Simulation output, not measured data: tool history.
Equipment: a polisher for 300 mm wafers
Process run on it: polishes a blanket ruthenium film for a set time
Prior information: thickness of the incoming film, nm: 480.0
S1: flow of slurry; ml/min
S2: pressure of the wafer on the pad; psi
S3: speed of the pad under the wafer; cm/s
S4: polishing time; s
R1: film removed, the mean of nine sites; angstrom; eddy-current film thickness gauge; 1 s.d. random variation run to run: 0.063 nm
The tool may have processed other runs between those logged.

run	day	S1	S2	S3	S4	R1
1	0.000	135	2.3	78	29	235.750
2	0.329	125	1.9	66	29	162.940
3	0.517	115	1.6	60	29	123.140
4	0.742	115	2.0	60	29	153.040
5	1.096	115	2.3	60	29	175.240
6	1.458	105	1.9	58	29	140.030
7	1.688	90	1.3	48	29	77.516
# day 1.783: worn pad replaced by a new one
8	1.783	95	1.3	48	29	90.230

For run 9, what comes out?
9	1.942	90	1.3	48	29	?

{"run 9": {"R1": 89.113}}
